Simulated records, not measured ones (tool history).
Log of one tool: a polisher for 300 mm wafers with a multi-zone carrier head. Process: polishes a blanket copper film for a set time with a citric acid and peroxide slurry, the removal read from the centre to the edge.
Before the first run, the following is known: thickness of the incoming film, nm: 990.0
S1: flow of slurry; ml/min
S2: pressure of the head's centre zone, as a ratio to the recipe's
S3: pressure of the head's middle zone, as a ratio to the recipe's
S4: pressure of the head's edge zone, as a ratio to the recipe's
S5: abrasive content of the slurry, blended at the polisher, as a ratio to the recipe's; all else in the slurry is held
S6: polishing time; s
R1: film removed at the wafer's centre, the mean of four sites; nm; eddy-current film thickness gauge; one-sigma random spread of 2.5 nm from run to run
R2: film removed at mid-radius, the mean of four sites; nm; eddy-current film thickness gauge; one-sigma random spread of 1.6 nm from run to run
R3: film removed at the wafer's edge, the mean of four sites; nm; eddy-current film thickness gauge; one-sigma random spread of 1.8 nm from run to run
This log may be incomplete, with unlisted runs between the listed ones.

run  hour   S1    S2    S3    S4    S5  S6      R1      R2      R3
  1   0.0  230  1.00  1.00  1.00  1.00  82  303.67  274.26  275.77
  2   0.9  220  0.97  0.97  0.97  0.90  82  276.46  254.86  264.14
  3   6.0  215  0.96  0.95  0.94  0.85  82  275.15  246.21  255.74
  4   8.6  205  0.94  0.93  0.92  0.80  82  258.78  239.01  247.61
  5  10.2  200  0.93  0.91  0.91  0.80  82  258.10  232.24  243.06
  6  12.1  195  0.92  0.90  0.91  0.80  82  252.03  229.80  246.60
  7  15.0  190  0.91  0.89  0.89  0.80  82  250.41  227.66  241.95

Forecast run 8:
  8  19.4  165  0.86  0.83  0.85  0.70  82   ?   ?   ?

R1: 223.46 nm
R2: 201.02 nm
R3: 221.65 nm
